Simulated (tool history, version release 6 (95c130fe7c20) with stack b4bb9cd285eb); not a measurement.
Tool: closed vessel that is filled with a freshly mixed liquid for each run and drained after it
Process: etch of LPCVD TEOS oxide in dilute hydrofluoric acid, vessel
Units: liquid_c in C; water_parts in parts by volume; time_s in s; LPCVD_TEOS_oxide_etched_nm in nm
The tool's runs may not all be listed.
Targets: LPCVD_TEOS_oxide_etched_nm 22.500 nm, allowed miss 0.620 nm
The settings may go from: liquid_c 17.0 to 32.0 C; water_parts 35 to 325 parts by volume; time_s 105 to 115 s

{"run": 1, "hour": 0.0, "liquid_c": 24.0, "water_parts": 180, "time_s": 105, "LPCVD_TEOS_oxide_etched_nm": 30.226}
{"run": 2, "hour": 2.0, "liquid_c": 24.0, "water_parts": 180, "time_s": 115, "LPCVD_TEOS_oxide_etched_nm": 33.069}
{"run": 3, "hour": 4.8, "liquid_c": 23.0, "water_parts": 185, "time_s": 115, "LPCVD_TEOS_oxide_etched_nm": 30.833}
{"run": 4, "hour": 6.4, "liquid_c": 23.0, "water_parts": 185, "time_s": 105, "LPCVD_TEOS_oxide_etched_nm": 28.032}
{"run": 5, "hour": 9.5, "liquid_c": 23.0, "water_parts": 185, "time_s": 115, "LPCVD_TEOS_oxide_etched_nm": 30.912}
{"run": 6, "hour": 14.5, "liquid_c": 23.0, "water_parts": 185, "time_s": 115, "LPCVD_TEOS_oxide_etched_nm": 31.006}
{"run": 7, "hour": 16.0, "liquid_c": 22.0, "water_parts": 185, "time_s": 115, "LPCVD_TEOS_oxide_etched_nm": 29.716}
{"run": 8, "hour": 21.4, "liquid_c": 21.5, "water_parts": 185, "time_s": 115, "LPCVD_TEOS_oxide_etched_nm": 29.131}
{"hour": 25.4, "done": "hydrofluoric acid flow meter replaced"}
{"run": 9, "hour": 25.4, "liquid_c": 17.5, "water_parts": 205, "time_s": 115, "LPCVD_TEOS_oxide_etched_nm": 19.336}
{"run": 10, "hour": 28.1, "liquid_c": 18.0, "water_parts": 205, "time_s": 115, "LPCVD_TEOS_oxide_etched_nm": 19.656}
{"run": 11, "hour": 31.2, "liquid_c": 18.5, "water_parts": 205, "time_s": 115, "LPCVD_TEOS_oxide_etched_nm": 20.059}
{"run": 12, "hour": 35.9, "liquid_c": 19.5, "water_parts": 205, "time_s": 115, "LPCVD_TEOS_oxide_etched_nm": 20.911}
{"run": 13, "hour": 42.0, "liquid_c": 20.0, "water_parts": 205, "time_s": 115, "LPCVD_TEOS_oxide_etched_nm": 21.261}
{"run": 14, "hour": 43.4, "liquid_c": 20.5, "water_parts": 205, "time_s": 115, "LPCVD_TEOS_oxide_etched_nm": 21.603}

Which of these 4 next moves meets every target?
{"run": "A", "hour": 44.8, "liquid_c": 17.0, "water_parts": 175, "time_s": 105, "LPCVD_TEOS_oxide_etched_nm": "?"}
{"run": "B", "hour": 44.8, "liquid_c": 26.0, "water_parts": 225, "time_s": 110, "LPCVD_TEOS_oxide_etched_nm": "?"}
{"run": "C", "hour": 44.8, "liquid_c": 17.5, "water_parts": 185, "time_s": 110, "LPCVD_TEOS_oxide_etched_nm": "?"}
{"run": "D", "hour": 44.8, "liquid_c": 21.0, "water_parts": 215, "time_s": 115, "LPCVD_TEOS_oxide_etched_nm": "?"}

move=A LPCVD_TEOS_oxide_etched_nm=20.672
move=B LPCVD_TEOS_oxide_etched_nm=22.535
move=C LPCVD_TEOS_oxide_etched_nm=20.706
move=D LPCVD_TEOS_oxide_etched_nm=20.737
A: further off than the last run
B: meets every target
C: further off than the last run
D: further off than the last run
The right move is B.
